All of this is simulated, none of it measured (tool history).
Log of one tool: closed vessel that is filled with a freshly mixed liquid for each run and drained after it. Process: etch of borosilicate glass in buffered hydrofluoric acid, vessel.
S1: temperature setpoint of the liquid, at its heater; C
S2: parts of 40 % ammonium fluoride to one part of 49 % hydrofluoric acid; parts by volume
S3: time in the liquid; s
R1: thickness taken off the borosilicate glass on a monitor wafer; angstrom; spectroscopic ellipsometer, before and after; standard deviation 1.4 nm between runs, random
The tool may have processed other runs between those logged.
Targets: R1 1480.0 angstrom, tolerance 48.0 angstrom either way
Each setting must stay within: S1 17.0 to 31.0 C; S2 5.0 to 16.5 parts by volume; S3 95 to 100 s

{"run": 1, "day": 0.0, "S1": 23.0, "S2": 10.0, "S3": 95, "R1": 1069.4}
{"run": 2, "day": 0.108, "S1": 23.0, "S2": 7.5, "S3": 95, "R1": 1405.3}
{"run": 3, "day": 0.342, "S1": 23.0, "S2": 5.5, "S3": 95, "R1": 1908.1}
{"run": 4, "day": 0.558, "S1": 22.0, "S2": 5.5, "S3": 95, "R1": 1768.4}
{"run": 5, "day": 0.921, "S1": 21.5, "S2": 5.5, "S3": 95, "R1": 1769.8}
{"run": 6, "day": 1.171, "S1": 21.5, "S2": 5.5, "S3": 100, "R1": 1839.1}
{"run": 7, "day": 1.388, "S1": 21.5, "S2": 5.5, "S3": 100, "R1": 1879.8}
{"day": 1.683, "done": "hydrofluoric acid flow meter replaced"}
{"run": 8, "day": 1.683, "S1": 20.5, "S2": 5.5, "S3": 100, "R1": 1843.6}
{"run": 9, "day": 1.958, "S1": 20.0, "S2": 5.5, "S3": 100, "R1": 1811.3}
{"run": 10, "day": 2.008, "S1": 19.5, "S2": 5.5, "S3": 100, "R1": 1774.2}
{"run": 11, "day": 2.212, "S1": 19.0, "S2": 5.5, "S3": 100, "R1": 1680.9}
{"run": 12, "day": 2.467, "S1": 18.5, "S2": 5.5, "S3": 100, "R1": 1649.6}
{"run": 13, "day": 2.512, "S1": 18.0, "S2": 5.5, "S3": 100, "R1": 1624.2}

Exactly one of the 4 candidate moves below puts every result within its allowed miss. Which one?
{"run": "A", "day": 2.558, "S1": 19.0, "S2": 6.5, "S3": 95, "R1": "?"}
{"run": "B", "day": 2.558, "S1": 17.5, "S2": 6.0, "S3": 95, "R1": "?"}
{"run": "C", "day": 2.558, "S1": 17.0, "S2": 6.0, "S3": 95, "R1": "?"}
{"run": "D", "day": 2.558, "S1": 17.5, "S2": 5.5, "S3": 95, "R1": "?"}

move=A R1=1416.7
move=B R1=1402.8
move=C R1=1364.6
move=D R1=1516.6
A: carries the result that was furthest off beyond its target, to the other side
B: carries the result that was furthest off beyond its target, to the other side
C: carries the result that was furthest off beyond its target, to the other side
D: meets every target
So the answer is move D, the one that meets all the targets.
